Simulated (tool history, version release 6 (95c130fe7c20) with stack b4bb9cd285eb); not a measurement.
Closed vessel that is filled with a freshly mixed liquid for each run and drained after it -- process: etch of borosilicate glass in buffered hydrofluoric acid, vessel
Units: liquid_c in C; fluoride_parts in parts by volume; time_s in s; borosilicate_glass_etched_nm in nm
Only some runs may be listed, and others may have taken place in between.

{"run": 1, "hour": 0.0, "liquid_c": 24, "fluoride_parts": 21, "time_s": 95, "borosilicate_glass_etched_nm": 63.652}
{"run": 2, "hour": 4.9, "liquid_c": 24, "fluoride_parts": 15, "time_s": 95, "borosilicate_glass_etched_nm": 87.266}
{"run": 3, "hour": 6.9, "liquid_c": 24, "fluoride_parts": 15, "time_s": 95, "borosilicate_glass_etched_nm": 86.683}
{"run": 4, "hour": 15.7, "liquid_c": 27, "fluoride_parts": 15, "time_s": 95, "borosilicate_glass_etched_nm": 102.46}
{"run": 5, "hour": 21.2, "liquid_c": 26, "fluoride_parts": 15, "time_s": 95, "borosilicate_glass_etched_nm": 97.269}
{"run": 6, "hour": 29.2, "liquid_c": 26.5, "fluoride_parts": 15, "time_s": 95, "borosilicate_glass_etched_nm": 99.287}
{"run": 7, "hour": 37.1, "liquid_c": 27, "fluoride_parts": 15, "time_s": 95, "borosilicate_glass_etched_nm": 101.13}

Run 8 is up next; what results do you expect?
{"run": 8, "hour": 45.8, "liquid_c": 31, "fluoride_parts": 14.5, "time_s": 95, "borosilicate_glass_etched_nm": "?"}

{"run 8": {"borosilicate_glass_etched_nm": 131.09}}
